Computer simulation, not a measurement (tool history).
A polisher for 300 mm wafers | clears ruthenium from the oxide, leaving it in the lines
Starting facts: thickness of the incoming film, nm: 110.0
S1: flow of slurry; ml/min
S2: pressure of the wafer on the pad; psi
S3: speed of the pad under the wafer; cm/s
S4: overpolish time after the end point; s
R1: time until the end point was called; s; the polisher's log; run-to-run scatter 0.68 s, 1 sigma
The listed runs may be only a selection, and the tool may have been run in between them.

| run | day | S1 | S2 | S3 | S4 | R1 |
|---|---|---|---|---|---|---|
| 1 | 0.000 | 260 | 2.4 | 108 | 24 | 84.689 |
| 2 | 0.179 | 260 | 1.9 | 108 | 24 | 100.800 |
| 3 | 0.275 | 260 | 1.7 | 108 | 24 | 109.760 |
| 4 | 0.621 | 260 | 1.7 | 108 | 24 | 110.470 |
| 5 | 0.779 | 260 | 1.7 | 108 | 24 | 110.940 |
| 6 | 0.983 | 260 | 1.5 | 108 | 24 | 119.600 |
| 7 | 1.079 | 260 | 1.7 | 108 | 24 | 110.340 |
| 8 | 1.292 | 260 | 1.9 | 108 | 24 | 100.050 |
| 9 | 1.650 | 260 | 2.5 | 112 | 24 | 80.642 |

Forecast run 10:
|  | 1.858 | slurry nozzle cleaned |
| 10 | 1.858 | 260 | 2.5 | 112 | 24 | ? |

R1: 74.891 s

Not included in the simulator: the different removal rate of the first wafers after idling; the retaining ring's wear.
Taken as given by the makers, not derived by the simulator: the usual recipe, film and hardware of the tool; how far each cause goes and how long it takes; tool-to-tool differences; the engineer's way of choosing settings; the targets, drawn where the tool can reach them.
